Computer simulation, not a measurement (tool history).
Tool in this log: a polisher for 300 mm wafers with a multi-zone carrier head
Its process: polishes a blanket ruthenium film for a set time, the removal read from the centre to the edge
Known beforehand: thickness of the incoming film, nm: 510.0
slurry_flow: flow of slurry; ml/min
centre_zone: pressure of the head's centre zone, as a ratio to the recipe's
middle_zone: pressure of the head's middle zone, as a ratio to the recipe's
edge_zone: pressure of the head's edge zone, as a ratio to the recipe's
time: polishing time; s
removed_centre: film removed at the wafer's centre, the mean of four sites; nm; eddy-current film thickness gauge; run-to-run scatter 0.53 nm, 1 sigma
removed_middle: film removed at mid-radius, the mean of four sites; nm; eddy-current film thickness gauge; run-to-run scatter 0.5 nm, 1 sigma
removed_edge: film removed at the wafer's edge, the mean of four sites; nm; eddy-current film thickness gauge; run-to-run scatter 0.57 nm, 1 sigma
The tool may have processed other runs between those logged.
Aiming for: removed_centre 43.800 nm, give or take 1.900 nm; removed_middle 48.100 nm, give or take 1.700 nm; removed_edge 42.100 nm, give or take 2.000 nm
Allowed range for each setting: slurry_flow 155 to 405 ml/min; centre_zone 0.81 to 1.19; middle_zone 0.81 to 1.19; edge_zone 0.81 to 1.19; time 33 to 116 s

Run 1, hour 0.0: slurry_flow 260 ml/min, centre_zone 1.00, middle_zone 1.00, edge_zone 1.00, time 74 s. Result: removed_centre 89.830 nm, removed_middle 89.145 nm, removed_edge 86.373 nm.
Run 2, hour 1.0: slurry_flow 260 ml/min, centre_zone 1.04, middle_zone 1.00, edge_zone 1.00, time 74 s. Result: removed_centre 93.559 nm, removed_middle 91.275 nm, removed_edge 85.727 nm.
Run 3, hour 9.4: slurry_flow 260 ml/min, centre_zone 1.04, middle_zone 1.08, edge_zone 1.00, time 74 s. Result: removed_centre 91.764 nm, removed_middle 95.333 nm, removed_edge 86.408 nm.
Run 4, hour 17.5: slurry_flow 225 ml/min, centre_zone 0.99, middle_zone 1.05, edge_zone 0.93, time 60 s. Result: removed_centre 70.409 nm, removed_middle 74.672 nm, removed_edge 68.917 nm.
Run 5, hour 23.3: slurry_flow 285 ml/min, centre_zone 0.99, middle_zone 1.05, edge_zone 0.93, time 60 s. Result: removed_centre 72.563 nm, removed_middle 75.379 nm, removed_edge 68.219 nm.
Run 6, hour 32.2: slurry_flow 310 ml/min, centre_zone 0.94, middle_zone 1.04, edge_zone 0.89, time 51 s. Result: removed_centre 57.379 nm, removed_middle 64.231 nm, removed_edge 58.152 nm.
Run 7, hour 35.3: slurry_flow 335 ml/min, centre_zone 0.94, middle_zone 1.03, edge_zone 0.86, time 45 s. Result: removed_centre 53.130 nm, removed_middle 57.167 nm, removed_edge 49.633 nm.
Run 8, hour 36.6: slurry_flow 340 ml/min, centre_zone 0.92, middle_zone 1.01, edge_zone 0.84, time 43 s. Result: removed_centre 47.522 nm, removed_middle 53.534 nm, removed_edge 48.018 nm.
Run 9, hour 41.3: slurry_flow 345 ml/min, centre_zone 0.93, middle_zone 1.01, edge_zone 0.83, time 41 s. Result: removed_centre 46.287 nm, removed_middle 51.529 nm, removed_edge 44.629 nm.
Run 10, hour 49.3: slurry_flow 345 ml/min, centre_zone 0.93, middle_zone 1.00, edge_zone 0.82, time 41 s. Result: removed_centre 47.070 nm, removed_middle 51.569 nm, removed_edge 44.691 nm.

5 next moves are on the table. One of them brings every result within its allowed miss. Which?
Run A, hour 57.3: slurry_flow 350 ml/min, centre_zone 0.93, middle_zone 1.02, edge_zone 0.83, time 38 s. Result: removed_centre ?, removed_middle ?, removed_edge ?.
Run B, hour 57.3: slurry_flow 405 ml/min, centre_zone 1.09, middle_zone 1.11, edge_zone 0.81, time 37 s. Result: removed_centre ?, removed_middle ?, removed_edge ?.
Run C, hour 57.3: slurry_flow 300 ml/min, centre_zone 1.17, middle_zone 1.08, edge_zone 0.82, time 38 s. Result: removed_centre ?, removed_middle ?, removed_edge ?.
Run D, hour 57.3: slurry_flow 405 ml/min, centre_zone 0.94, middle_zone 1.19, edge_zone 0.81, time 38 s. Result: removed_centre ?, removed_middle ?, removed_edge ?.
Run E, hour 57.3: slurry_flow 310 ml/min, centre_zone 0.97, middle_zone 1.11, edge_zone 0.81, time 39 s. Result: removed_centre ?, removed_middle ?, removed_edge ?.

move  removed_centre  removed_middle  removed_edge
   A          42.908          48.287        41.107
   B          49.631          51.024        39.875
   C          53.356          50.004        40.468
   D          43.934          55.686        40.909
   E          45.486          52.739        41.382
A: every result lands within tolerance
B: moves away from the targets compared with the last run
C: moves away from the targets compared with the last run
D: moves away from the targets compared with the last run
E: moves away from the targets compared with the last run
Move A is the one to make.
